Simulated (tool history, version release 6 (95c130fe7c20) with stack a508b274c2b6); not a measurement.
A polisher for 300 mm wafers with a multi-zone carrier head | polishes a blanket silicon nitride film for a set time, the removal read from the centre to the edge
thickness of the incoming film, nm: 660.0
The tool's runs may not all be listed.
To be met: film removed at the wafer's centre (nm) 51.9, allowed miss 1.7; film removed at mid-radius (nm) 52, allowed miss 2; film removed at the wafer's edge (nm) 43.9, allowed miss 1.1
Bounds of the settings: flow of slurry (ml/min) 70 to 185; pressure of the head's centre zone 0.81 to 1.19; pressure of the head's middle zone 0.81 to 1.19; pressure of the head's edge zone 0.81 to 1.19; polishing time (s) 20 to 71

| run | day | flow of slurry (ml/min) | pressure of the head's centre zone | pressure of the head's middle zone | pressure of the head's edge zone | polishing time (s) | film removed at the wafer's centre (nm) | film removed at mid-radius (nm) | film removed at the wafer's edge (nm) |
|---|---|---|---|---|---|---|---|---|---|
| 1 | 0 | 120 | 1 | 1 | 1 | 45 | 69.663 | 69.655 | 71.235 |
| 2 | 0.162 | 120 | 1 | 1 | 0.92 | 45 | 69.989 | 68.236 | 67.431 |
| 3 | 0.317 | 120 | 1.01 | 1.02 | 0.9 | 43 | 66.299 | 67.184 | 63.108 |
| 4 | 0.425 | 150 | 1.01 | 1.02 | 0.9 | 43 | 70.511 | 69.386 | 65.907 |
| 5 | 0.546 | 150 | 1.01 | 0.96 | 0.9 | 43 | 70.218 | 67.016 | 65.741 |
| 6 | 0.567 | 145 | 1.02 | 0.98 | 0.89 | 41 | 66.991 | 64.163 | 61.738 |
| 7 | 0.792 | 115 | 1.09 | 1.08 | 0.81 | 29 | 47.871 | 46.976 | 41.369 |
| 8 | 1.15 | 145 | 1.09 | 1.12 | 0.83 | 29 | 51.12 | 50.677 | 41.919 |
| 9 | 1.2 | 145 | 1.09 | 1.12 | 0.84 | 29 | 50.626 | 51.053 | 42.632 |

Which of these 4 next moves meets every target?
| A | 1.25 | 145 | 1.19 | 1.19 | 0.81 | 27 | ? | ? | ? |
| B | 1.25 | 170 | 1.08 | 1.17 | 0.83 | 28 | ? | ? | ? |
| C | 1.25 | 120 | 1.08 | 1.11 | 0.81 | 31 | ? | ? | ? |
| D | 1.25 | 150 | 1.08 | 1.13 | 0.81 | 28 | ? | ? | ? |

| move | film removed at the wafer's centre (nm) | film removed at mid-radius (nm) | film removed at the wafer's edge (nm) |
|---|---|---|---|
| A | 51.789 | 48.856 | 38.838 |
| B | 50.218 | 51.344 | 41.523 |
| C | 51.683 | 50.99 | 43.49 |
| D | 49.026 | 48.815 | 40.484 |
A: further off than the last run
B: further off than the last run
C: meets every target
D: further off than the last run
Answer: C
